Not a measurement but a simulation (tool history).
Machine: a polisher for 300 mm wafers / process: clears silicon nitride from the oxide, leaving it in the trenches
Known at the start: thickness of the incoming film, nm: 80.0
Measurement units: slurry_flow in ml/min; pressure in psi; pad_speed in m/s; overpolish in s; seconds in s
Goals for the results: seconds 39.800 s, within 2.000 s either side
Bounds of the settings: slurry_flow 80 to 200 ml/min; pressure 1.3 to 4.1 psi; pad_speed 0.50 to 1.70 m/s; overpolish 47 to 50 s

run,hour,slurry_flow,pressure,pad_speed,overpolish,seconds
1,0.0,130,2.7,1.10,47,80.618
2,6.7,130,3.3,1.10,47,65.173
3,10.9,130,3.3,1.10,50,63.152
4,15.0,130,3.1,1.10,50,69.459
5,20.6,130,3.3,1.14,50,62.302
6,28.2,155,3.3,1.14,50,60.854
7,32.7,160,4.0,1.30,50,45.050
8,34.8,160,4.0,1.32,50,43.348
9,37.9,160,4.0,1.34,50,43.698
10,38.9,160,4.0,1.36,50,42.677

Below are 5 possible settings for the next run. Only one of them brings all results inside the allowed miss of their targets. Which is it?
A,39.9,175,4.1,1.60,47,?
B,39.9,170,3.9,1.46,49,?
C,39.9,200,4.0,1.56,50,?
D,39.9,155,4.1,1.56,50,?
E,39.9,155,3.6,1.24,47,?

move,seconds
A,35.818
B,41.343
C,36.809
D,37.496
E,53.283
A: the result that was furthest off in the last run now lies on the other side of its target
B: all results in spec
C: the result that was furthest off in the last run now lies on the other side of its target
D: the result that was furthest off in the last run now lies on the other side of its target
E: lands further from the targets than the last run did
B meets every target.
